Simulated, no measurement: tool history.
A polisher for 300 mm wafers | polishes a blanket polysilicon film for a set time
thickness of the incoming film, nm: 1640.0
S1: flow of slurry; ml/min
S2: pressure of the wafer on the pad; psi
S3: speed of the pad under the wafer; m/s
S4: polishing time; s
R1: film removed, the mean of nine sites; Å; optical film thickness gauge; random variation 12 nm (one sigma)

| run | hour | S1 | S2 | S3 | S4 | R1 |
|---|---|---|---|---|---|---|
| 1 | 0.0 | 285 | 2.7 | 1.08 | 87 | 6741.5 |
| 2 | 1.5 | 285 | 2.8 | 1.08 | 87 | 6775.9 |
| 3 | 2.8 | 285 | 2.9 | 1.08 | 87 | 7031.1 |
| 4 | 4.4 | 285 | 3.0 | 1.08 | 87 | 7231.9 |
| 5 | 11.2 | 285 | 3.0 | 0.90 | 87 | 6124.6 |
| 6 | 14.4 | 285 | 3.1 | 0.92 | 87 | 6330.4 |
| 7 | 19.0 | 285 | 3.2 | 0.94 | 87 | 6593.8 |
| 8 | 20.3 | 285 | 3.3 | 0.96 | 87 | 7070.4 |
| 9 | 23.9 | 285 | 3.4 | 0.98 | 87 | 7358.6 |
| 10 | 32.8 | 285 | 3.5 | 1.00 | 87 | 7869.7 |
|  | 39.4 | slurry nozzle cleaned |
| 11 | 39.4 | 285 | 4.1 | 1.02 | 87 | 9564.0 |

Run 12 comes next. What will it give?
| 12 | 44.4 | 285 | 4.1 | 1.02 | 87 | ? |

Run 12 gave R1 9461.0 Å.

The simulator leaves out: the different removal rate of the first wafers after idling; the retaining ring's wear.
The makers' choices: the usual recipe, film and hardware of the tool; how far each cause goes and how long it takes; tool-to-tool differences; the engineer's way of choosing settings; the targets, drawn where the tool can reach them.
